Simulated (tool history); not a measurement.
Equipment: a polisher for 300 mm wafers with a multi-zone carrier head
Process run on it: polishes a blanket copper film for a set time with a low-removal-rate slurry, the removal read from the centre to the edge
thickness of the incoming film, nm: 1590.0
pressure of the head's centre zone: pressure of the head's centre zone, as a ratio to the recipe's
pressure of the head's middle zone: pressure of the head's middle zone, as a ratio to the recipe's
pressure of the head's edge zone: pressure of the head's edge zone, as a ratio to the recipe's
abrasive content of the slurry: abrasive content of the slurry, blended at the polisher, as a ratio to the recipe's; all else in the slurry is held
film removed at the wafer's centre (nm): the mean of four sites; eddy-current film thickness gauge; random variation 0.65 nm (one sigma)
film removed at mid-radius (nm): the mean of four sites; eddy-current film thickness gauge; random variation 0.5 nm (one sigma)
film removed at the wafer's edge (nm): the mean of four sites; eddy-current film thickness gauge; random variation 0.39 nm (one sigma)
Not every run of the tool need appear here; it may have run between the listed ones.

run,hour,flow of slurry (ml/min),pressure of the head's centre zone,pressure of the head's middle zone,pressure of the head's edge zone,abrasive content of the slurry,polishing time (s),film removed at the wafer's centre (nm),film removed at mid-radius (nm),film removed at the wafer's edge (nm)
1,0.0,265,1.00,1.00,1.00,1.00,62,85.124,88.641,83.099
2,2.2,260,1.01,0.98,0.99,0.95,60,82.834,83.299,80.444
3,7.2,260,1.02,0.97,0.98,0.90,57,80.611,77.297,74.572
4,13.7,260,1.02,0.97,0.98,0.70,57,75.185,72.285,71.684
5,16.3,260,1.02,0.96,0.96,0.65,55,70.526,67.342,66.123
6,17.5,255,1.02,0.94,0.95,0.65,54,70.069,65.041,64.711
7,24.1,225,1.04,0.84,0.85,0.50,44,52.655,46.170,46.711
8,31.6,235,1.05,0.84,0.86,0.50,44,55.043,46.173,47.410
9,33.7,245,1.05,0.84,0.87,0.50,44,53.941,47.174,47.161
10,40.0,240,1.06,0.84,0.89,0.50,44,54.853,46.748,48.117
11,47.1,245,1.07,0.84,0.90,0.50,44,55.153,46.668,48.913
12,49.4,250,1.08,0.84,0.90,0.50,44,56.634,47.322,48.483
13,53.6,255,1.09,0.84,0.91,0.50,44,56.913,46.270,48.346
14,55.2,260,1.09,0.85,0.92,0.50,44,58.134,46.653,48.683
15,57.7,265,1.09,0.85,0.93,0.50,44,57.787,47.628,49.586

Run 16 has not been measured yet. What should we expect?
16,65.0,270,1.09,0.85,0.94,0.50,44,?,?,?

film removed at the wafer's centre (nm): 57.751
film removed at mid-radius (nm): 46.823
film removed at the wafer's edge (nm): 49.227
